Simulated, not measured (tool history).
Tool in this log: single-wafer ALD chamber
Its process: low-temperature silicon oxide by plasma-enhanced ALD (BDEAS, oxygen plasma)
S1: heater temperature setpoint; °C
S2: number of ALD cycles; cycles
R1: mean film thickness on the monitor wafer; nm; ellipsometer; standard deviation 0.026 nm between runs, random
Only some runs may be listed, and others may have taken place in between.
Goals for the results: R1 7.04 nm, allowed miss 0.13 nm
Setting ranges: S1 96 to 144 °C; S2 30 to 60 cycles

run  hour   S1  S2      R1
  1     0  120  45  5.8245
  2   5.8  112  45  5.9423
  3   6.9  122  45  5.8373
  4    12  121  47  6.1205
  5  17.7  120  48  6.2701
  6  21.3  119  49   6.398
  7  30.2  118  50  6.5572
  8  37.1  117  51  6.6776
  9  42.4  117  52  6.7955

Which one of the following 5 next-run settings gets every result inside its allowed miss? There is exactly one.
  A  47.7  118  51   ?
  B  47.7  113  50   ?
  C  47.7  120  54   ?
  D  47.7  119  50   ?
  E  47.7  122  51   ?

move      R1
   A  6.7202
   B  6.6506
   C  7.0886
   D   6.576
   E  6.6694
A: further off than the last run
B: further off than the last run
C: hits every target within its allowed miss
D: further off than the last run
E: further off than the last run
Correct choice: C, which meets every target
